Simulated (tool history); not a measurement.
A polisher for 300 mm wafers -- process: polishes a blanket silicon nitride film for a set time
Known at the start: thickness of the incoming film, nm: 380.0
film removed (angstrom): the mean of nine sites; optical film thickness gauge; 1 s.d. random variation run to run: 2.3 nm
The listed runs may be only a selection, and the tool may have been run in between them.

run,hour,flow of slurry (ml/min),pressure of the wafer on the pad (kPa),speed of the pad under the wafer (m/s),polishing time (s),film removed (angstrom)
1,0.0,135,33.8,0.90,53,1314.2
2,5.1,135,33.8,1.02,53,1388.5
3,8.1,135,35.2,1.02,53,1464.6
4,15.9,135,35.9,1.02,53,1496.2
5,20.3,135,36.5,1.02,53,1486.0
6,25.9,135,36.5,1.12,53,1545.3

Expected results for the next run?
7,29.0,135,37.2,1.12,53,?

{"run 7": {"film removed (angstrom)": 1561.7}}

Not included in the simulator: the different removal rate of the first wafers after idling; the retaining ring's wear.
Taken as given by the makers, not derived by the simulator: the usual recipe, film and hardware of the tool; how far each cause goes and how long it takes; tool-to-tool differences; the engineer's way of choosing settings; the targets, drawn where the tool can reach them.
